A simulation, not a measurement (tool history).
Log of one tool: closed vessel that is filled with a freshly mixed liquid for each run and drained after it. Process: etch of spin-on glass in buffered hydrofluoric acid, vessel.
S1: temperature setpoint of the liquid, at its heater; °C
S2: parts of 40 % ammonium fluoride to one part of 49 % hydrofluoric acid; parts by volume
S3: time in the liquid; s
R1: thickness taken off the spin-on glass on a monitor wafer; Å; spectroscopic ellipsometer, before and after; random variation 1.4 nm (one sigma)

{"run": 1, "hour": 0.0, "S1": 23.0, "S2": 23.0, "S3": 95, "R1": 1418.1}
{"run": 2, "hour": 6.6, "S1": 24.0, "S2": 23.0, "S3": 95, "R1": 1477.9}
{"run": 3, "hour": 9.2, "S1": 25.0, "S2": 23.0, "S3": 95, "R1": 1535.6}
{"run": 4, "hour": 18.0, "S1": 24.0, "S2": 23.0, "S3": 95, "R1": 1495.7}
{"run": 5, "hour": 22.4, "S1": 24.0, "S2": 29.0, "S3": 95, "R1": 1260.6}
{"run": 6, "hour": 28.4, "S1": 24.0, "S2": 24.0, "S3": 95, "R1": 1430.9}
{"run": 7, "hour": 32.3, "S1": 25.5, "S2": 24.0, "S3": 95, "R1": 1568.2}

Run 8 comes next. What will it give?
{"run": 8, "hour": 36.1, "S1": 26.0, "S2": 24.0, "S3": 95, "R1": "?"}

{"run 8": {"R1": 1607.0}}
